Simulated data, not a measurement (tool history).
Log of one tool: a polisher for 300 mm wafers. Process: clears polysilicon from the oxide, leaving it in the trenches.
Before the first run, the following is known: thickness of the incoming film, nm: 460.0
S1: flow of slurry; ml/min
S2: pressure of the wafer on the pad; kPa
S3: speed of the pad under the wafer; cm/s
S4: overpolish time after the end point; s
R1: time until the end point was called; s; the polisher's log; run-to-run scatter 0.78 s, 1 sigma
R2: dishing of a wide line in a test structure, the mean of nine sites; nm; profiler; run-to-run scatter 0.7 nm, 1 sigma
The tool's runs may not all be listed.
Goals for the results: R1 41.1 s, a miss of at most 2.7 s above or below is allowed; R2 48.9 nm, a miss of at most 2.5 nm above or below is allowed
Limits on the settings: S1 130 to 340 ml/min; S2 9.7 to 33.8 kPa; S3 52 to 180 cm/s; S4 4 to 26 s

| run | hour | S1 | S2 | S3 | S4 | R1 | R2 |
|---|---|---|---|---|---|---|---|
| 1 | 0 | 220 | 21.4 | 116 | 13 | 23.639 | 73.563 |
| 2 | 5 | 220 | 20 | 114 | 12 | 25.293 | 72.771 |
| 3 | 14 | 205 | 20 | 104 | 11 | 28.552 | 68.684 |
| 4 | 16.7 | 195 | 20.7 | 96 | 10 | 29.42 | 66.429 |
| 5 | 19.8 | 195 | 20.7 | 114 | 10 | 26.436 | 68.256 |
| 6 | 28.3 | 195 | 20.7 | 114 | 6 | 25.906 | 56.998 |
| 7 | 37 | 195 | 19.3 | 114 | 6 | 27.969 | 56.539 |
| 8 | 43.9 | 195 | 17.9 | 114 | 6 | 29.518 | 55.131 |
| 9 | 52.2 | 195 | 17.2 | 114 | 6 | 31.098 | 53.893 |
| 10 | 54.7 | 195 | 16.5 | 114 | 6 | 31.299 | 51.74 |
| 11 | 59.7 | 195 | 15.9 | 112 | 6 | 34.378 | 50.17 |

Of the 4 settings listed for the next run, only one would bring every result within its allowed miss of target. Which one?
| A | 64.7 | 190 | 13.1 | 110 | 9 | ? | ? |
| B | 64.7 | 165 | 18.6 | 82 | 9 | ? | ? |
| C | 64.7 | 195 | 18.6 | 96 | 8 | ? | ? |
| D | 64.7 | 245 | 12.4 | 114 | 7 | ? | ? |

| move | R1 | R2 |
|---|---|---|
| A | 40.953 | 56.07 |
| B | 39.754 | 56.864 |
| C | 33.21 | 58.495 |
| D | 40.218 | 49.632 |
A: brings the last run's worst result on target, with another outside its allowed miss
B: brings the last run's worst result on target, with another outside its allowed miss
C: misses by more than the last run did
D: each result inside its tolerance
D is the move that brings every result within its allowed miss.
